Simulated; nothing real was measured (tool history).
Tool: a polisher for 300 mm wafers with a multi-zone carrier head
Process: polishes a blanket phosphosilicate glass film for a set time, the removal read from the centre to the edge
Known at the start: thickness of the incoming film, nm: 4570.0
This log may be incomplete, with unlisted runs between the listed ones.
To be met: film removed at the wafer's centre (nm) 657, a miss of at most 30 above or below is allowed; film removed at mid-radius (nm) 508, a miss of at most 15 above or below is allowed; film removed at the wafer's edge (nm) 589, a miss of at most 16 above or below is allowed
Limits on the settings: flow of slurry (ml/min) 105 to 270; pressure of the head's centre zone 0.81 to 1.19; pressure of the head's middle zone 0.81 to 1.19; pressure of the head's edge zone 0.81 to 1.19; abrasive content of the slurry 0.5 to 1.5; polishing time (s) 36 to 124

| run | hour | flow of slurry (ml/min) | pressure of the head's centre zone | pressure of the head's middle zone | pressure of the head's edge zone | abrasive content of the slurry | polishing time (s) | film removed at the wafer's centre (nm) | film removed at mid-radius (nm) | film removed at the wafer's edge (nm) |
|---|---|---|---|---|---|---|---|---|---|---|
| 1 | 0 | 175 | 1 | 1 | 1 | 1 | 79 | 348.83 | 351.32 | 361.3 |
| 2 | 8.1 | 190 | 1.06 | 0.98 | 1.05 | 1.15 | 83 | 415.71 | 377.56 | 400.77 |
| 3 | 14.1 | 190 | 1.06 | 0.92 | 1.05 | 1.15 | 83 | 420.11 | 358.64 | 406.85 |
| 4 | 22.2 | 190 | 1.06 | 0.92 | 1.05 | 1.15 | 64 | 320.45 | 277.74 | 313.83 |
| 5 | 23.5 | 145 | 1.06 | 0.92 | 1.05 | 1.15 | 64 | 306.84 | 266.66 | 301.97 |
| 6 | 31.4 | 145 | 1.06 | 0.92 | 1.09 | 1.15 | 64 | 305.06 | 268.43 | 304.57 |
| 7 | 34.1 | 170 | 1.08 | 0.92 | 1.11 | 1.25 | 75 | 390.97 | 324.56 | 375.35 |
| 8 | 41.7 | 190 | 1.09 | 0.93 | 1.13 | 1.35 | 82 | 448.03 | 374.83 | 431.53 |

Pick the move, out of 5, that brings all results within their allowed miss; only one does.
| A | 49.3 | 205 | 1.18 | 0.94 | 1.11 | 1.35 | 104 | ? | ? | ? |
| B | 49.3 | 180 | 0.81 | 1.07 | 1.12 | 0.9 | 74 | ? | ? | ? |
| C | 49.3 | 205 | 1.14 | 0.87 | 1.14 | 1.4 | 63 | ? | ? | ? |
| D | 49.3 | 250 | 1.15 | 0.89 | 1.1 | 1.5 | 106 | ? | ? | ? |
| E | 49.3 | 140 | 0.84 | 1.18 | 1.16 | 1.35 | 63 | ? | ? | ? |

| move | film removed at the wafer's centre (nm) | film removed at mid-radius (nm) | film removed at the wafer's edge (nm) |
|---|---|---|---|
| A | 621.27 | 485.87 | 550.38 |
| B | 264.98 | 335.14 | 346.44 |
| C | 366.97 | 280.84 | 341.63 |
| D | 653.37 | 502.36 | 586.18 |
| E | 247.86 | 327.79 | 323.72 |
A: gains on the last run, yet a result remains outside its allowed miss
B: misses by more than the last run did
C: misses by more than the last run did
D: each result inside its tolerance
E: misses by more than the last run did
Answer: D
